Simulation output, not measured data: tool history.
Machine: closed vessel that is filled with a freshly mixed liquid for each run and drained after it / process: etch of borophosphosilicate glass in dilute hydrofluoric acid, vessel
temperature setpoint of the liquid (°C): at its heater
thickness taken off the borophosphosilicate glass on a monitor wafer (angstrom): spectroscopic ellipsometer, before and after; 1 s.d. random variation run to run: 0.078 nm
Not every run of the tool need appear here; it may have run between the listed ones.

run	hour	temperature setpoint of the liquid (°C)	parts of water to one part of 49 % hydrofluoric acid (parts by volume)	time in the liquid (s)	thickness taken off the borophosphosilicate glass on a monitor wafer (angstrom)
1	0.0	25.0	115	30	273.34
2	5.4	27.5	115	30	297.51
3	10.3	27.5	80	30	447.29
4	13.0	27.5	80	30	447.56
5	20.7	29.5	80	30	486.71
6	29.7	31.5	80	30	521.96
7	34.5	29.5	85	30	453.91
8	43.3	28.0	90	30	399.27
9	45.5	26.5	95	30	356.74
10	46.3	25.5	100	30	324.48
11	53.0	24.5	100	30	311.40
12	54.4	23.5	100	30	297.86

Predict the results of run 13:
13	63.0	19.5	125	30	?

thickness taken off the borophosphosilicate glass on a monitor wafer (angstrom): 198.85
